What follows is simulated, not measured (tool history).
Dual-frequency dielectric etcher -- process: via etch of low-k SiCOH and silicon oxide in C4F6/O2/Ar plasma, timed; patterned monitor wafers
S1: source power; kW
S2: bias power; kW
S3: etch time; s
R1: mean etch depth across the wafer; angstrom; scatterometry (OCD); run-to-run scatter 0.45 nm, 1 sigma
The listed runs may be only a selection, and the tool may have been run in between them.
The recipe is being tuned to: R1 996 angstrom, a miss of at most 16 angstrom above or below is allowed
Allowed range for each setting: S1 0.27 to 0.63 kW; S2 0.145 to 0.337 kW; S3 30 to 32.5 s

run,hour,S1,S2,S3,R1
1,0,0.45,0.241,32.5,920.64
2,8.9,0.45,0.205,32.5,883
3,11.5,0.5,0.205,32.5,941.25
4,16.2,0.46,0.205,32.5,887.85
5,20,0.47,0.206,32.5,904.19
6,24.1,0.47,0.167,32.5,858.1
7,26.2,0.48,0.168,32.5,867.33
8,30,0.49,0.169,32.5,876.06
9,37.4,0.5,0.17,32.5,900.12

Consider the 5 candidate settings below. Which is the only one whose results all fall within their allowed miss of target?
A,44.8,0.55,0.197,31.5,?
B,44.8,0.63,0.146,31.5,?
C,44.8,0.47,0.172,32,?
D,44.8,0.61,0.195,31.5,?
E,44.8,0.48,0.168,32.5,?

move,R1
A,943.95
B,942.85
C,845.08
D,996.07
E,863.88
A: nearer than the last run, and not there yet
B: nearer than the last run, and not there yet
C: the biggest miss grows against the last run
D: all results in spec
E: the biggest miss grows against the last run
Go with D: it meets all targets.
